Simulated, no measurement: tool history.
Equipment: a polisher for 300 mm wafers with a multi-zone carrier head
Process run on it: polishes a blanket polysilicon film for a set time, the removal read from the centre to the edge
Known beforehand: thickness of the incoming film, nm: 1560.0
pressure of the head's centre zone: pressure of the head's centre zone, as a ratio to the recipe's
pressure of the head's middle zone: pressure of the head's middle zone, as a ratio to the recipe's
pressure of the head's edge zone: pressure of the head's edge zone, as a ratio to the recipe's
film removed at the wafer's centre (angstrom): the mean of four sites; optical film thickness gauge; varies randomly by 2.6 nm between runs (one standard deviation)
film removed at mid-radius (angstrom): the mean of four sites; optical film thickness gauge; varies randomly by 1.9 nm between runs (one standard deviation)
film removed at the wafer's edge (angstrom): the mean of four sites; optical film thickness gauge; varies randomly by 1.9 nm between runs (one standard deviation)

run  hour  flow of slurry (ml/min)  pressure of the head's centre zone  pressure of the head's middle zone  pressure of the head's edge zone  polishing time (s)  film removed at the wafer's centre (angstrom)  film removed at mid-radius (angstrom)  film removed at the wafer's edge (angstrom)
  1     0                      220                                   1                                   1                                 1                  43                                         3232.4                                 3268.6                                       3288.5
  2   1.2                      220                                   1                                   1                                 1                  48                                         3600.9                                 3599.2                                         3686
  3   3.3                      220                                   1                                1.06                                 1                  48                                         3628.1                                 3808.7                                       3691.5
  4   5.6                      210                                0.98                                1.01                              0.98                  42                                         3119.9                                 3142.1                                       3183.4
  5  11.3                      210                                1.05                                1.01                              0.98                  42                                         3247.4                                   3197                                       3198.3
  6  12.9                      210                                1.05                                1.05                              0.98                  42                                         3263.2                                 3236.4                                         3124

What will run 7 give?
  7  21.5                      210                                1.05                                1.05                              0.98                  42                                              ?                                      ?                                            ?

{"run 7": {"film removed at the wafer's centre (angstrom)": 3326.7, "film removed at mid-radius (angstrom)": 3247.9, "film removed at the wafer's edge (angstrom)": 3172.2}}
